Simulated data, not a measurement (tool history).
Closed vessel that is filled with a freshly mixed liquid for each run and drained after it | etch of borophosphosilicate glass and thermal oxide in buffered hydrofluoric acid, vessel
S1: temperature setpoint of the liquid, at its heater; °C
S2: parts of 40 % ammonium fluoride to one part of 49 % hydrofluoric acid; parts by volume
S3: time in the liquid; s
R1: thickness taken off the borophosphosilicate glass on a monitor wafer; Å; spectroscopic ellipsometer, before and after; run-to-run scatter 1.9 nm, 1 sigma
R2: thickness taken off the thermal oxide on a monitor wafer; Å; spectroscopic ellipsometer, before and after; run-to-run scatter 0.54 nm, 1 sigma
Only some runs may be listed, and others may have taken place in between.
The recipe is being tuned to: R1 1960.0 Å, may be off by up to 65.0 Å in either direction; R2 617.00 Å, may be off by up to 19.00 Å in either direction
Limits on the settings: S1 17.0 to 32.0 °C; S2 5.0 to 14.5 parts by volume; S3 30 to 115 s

| run | hour | S1 | S2 | S3 | R1 | R2 |
|---|---|---|---|---|---|---|
| 1 | 0.0 | 24.0 | 9.0 | 60 | 2283.6 | 723.26 |
| 2 | 6.1 | 27.5 | 9.0 | 60 | 2742.3 | 865.37 |
| 3 | 13.4 | 26.0 | 9.0 | 60 | 2515.5 | 805.73 |
| 4 | 22.1 | 25.0 | 9.0 | 60 | 2357.7 | 748.59 |
| 5 | 28.5 | 24.0 | 9.0 | 60 | 2263.3 | 725.78 |
| 6 | 35.3 | 23.5 | 9.0 | 60 | 2185.0 | 702.14 |
| 7 | 36.1 | 23.0 | 9.0 | 60 | 2164.0 | 688.02 |
| 8 | 43.7 | 22.5 | 9.0 | 60 | 2096.8 | 664.74 |
| 9 | 45.3 | 22.0 | 9.0 | 60 | 2061.2 | 639.81 |

Pick the move, out of 4, that brings all results within their allowed miss; only one does.
| A | 46.9 | 32.0 | 10.5 | 40 | ? | ? |
| B | 46.9 | 27.0 | 12.5 | 65 | ? | ? |
| C | 46.9 | 21.0 | 7.5 | 55 | ? | ? |
| D | 46.9 | 23.0 | 9.0 | 55 | ? | ? |

| move | R1 | R2 |
|---|---|---|
| A | 2065.1 | 665.18 |
| B | 2179.2 | 700.93 |
| C | 2169.7 | 692.06 |
| D | 1981.3 | 634.26 |
A: moves away from the targets compared with the last run
B: moves away from the targets compared with the last run
C: moves away from the targets compared with the last run
D: all results land within tolerance of their targets
Answer: D

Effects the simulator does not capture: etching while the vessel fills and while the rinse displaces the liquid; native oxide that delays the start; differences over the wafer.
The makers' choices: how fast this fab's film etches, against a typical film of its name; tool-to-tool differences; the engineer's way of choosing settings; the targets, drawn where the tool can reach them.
